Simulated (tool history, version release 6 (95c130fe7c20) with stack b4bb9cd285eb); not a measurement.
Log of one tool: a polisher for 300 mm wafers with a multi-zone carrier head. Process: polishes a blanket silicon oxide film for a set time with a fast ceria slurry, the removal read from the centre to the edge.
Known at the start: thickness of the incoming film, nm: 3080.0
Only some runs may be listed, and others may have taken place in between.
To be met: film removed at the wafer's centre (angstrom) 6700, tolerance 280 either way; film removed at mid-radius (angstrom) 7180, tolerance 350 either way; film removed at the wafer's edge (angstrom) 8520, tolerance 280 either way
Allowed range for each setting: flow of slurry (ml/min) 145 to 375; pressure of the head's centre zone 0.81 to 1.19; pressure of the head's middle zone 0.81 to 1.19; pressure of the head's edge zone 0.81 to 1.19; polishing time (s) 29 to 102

| run | hour | flow of slurry (ml/min) | pressure of the head's centre zone | pressure of the head's middle zone | pressure of the head's edge zone | polishing time (s) | film removed at the wafer's centre (angstrom) | film removed at mid-radius (angstrom) | film removed at the wafer's edge (angstrom) |
|---|---|---|---|---|---|---|---|---|---|
| 1 | 0 | 240 | 1 | 1 | 1 | 65 | 10030 | 10055 | 10506 |
| 2 | 6.5 | 240 | 1 | 1 | 1.09 | 65 | 10036 | 9917.1 | 10895 |
| 3 | 11.4 | 240 | 1 | 0.96 | 1.09 | 65 | 10171 | 10011 | 10883 |
| 4 | 17.6 | 220 | 0.97 | 0.94 | 1.11 | 61 | 9086.5 | 9120.6 | 10261 |
| 5 | 18.4 | 210 | 0.95 | 0.92 | 1.12 | 58 | 8314.4 | 8429.3 | 9855.2 |
| 6 | 23.8 | 210 | 0.88 | 0.92 | 1.12 | 58 | 7748.4 | 8213.8 | 9696 |
| 7 | 31 | 210 | 0.87 | 0.91 | 1.1 | 57 | 7524.3 | 8064.3 | 9413.8 |
| 8 | 34.7 | 205 | 0.86 | 0.89 | 1.08 | 56 | 7493.5 | 7766.2 | 9165.4 |
| 9 | 42.5 | 200 | 0.85 | 0.89 | 1.08 | 55 | 7138.2 | 7451.3 | 8994.9 |

Exercise: of the 4 proposed moves below, exactly one satisfies all targets within the stated allowed misses. Which move is it?
| A | 50.3 | 185 | 0.87 | 0.91 | 1.13 | 47 | ? | ? | ? |
| B | 50.3 | 145 | 0.91 | 0.96 | 1.18 | 53 | ? | ? | ? |
| C | 50.3 | 205 | 0.81 | 0.92 | 1.14 | 51 | ? | ? | ? |
| D | 50.3 | 145 | 0.81 | 0.96 | 1.18 | 52 | ? | ? | ? |

| move | film removed at the wafer's centre (angstrom) | film removed at mid-radius (angstrom) | film removed at the wafer's edge (angstrom) |
|---|---|---|---|
| A | 6106.6 | 6391.5 | 7767.5 |
| B | 6796.7 | 7153.2 | 8621.9 |
| C | 6291.7 | 7125.3 | 8576.4 |
| D | 5935.1 | 7021.9 | 8459.3 |
A: takes the biggest miss from the last run beyond its target
B: all results in spec
C: brings the last run's worst result on target, with another outside its allowed miss
D: brings the last run's worst result on target, with another outside its allowed miss
Answer: B
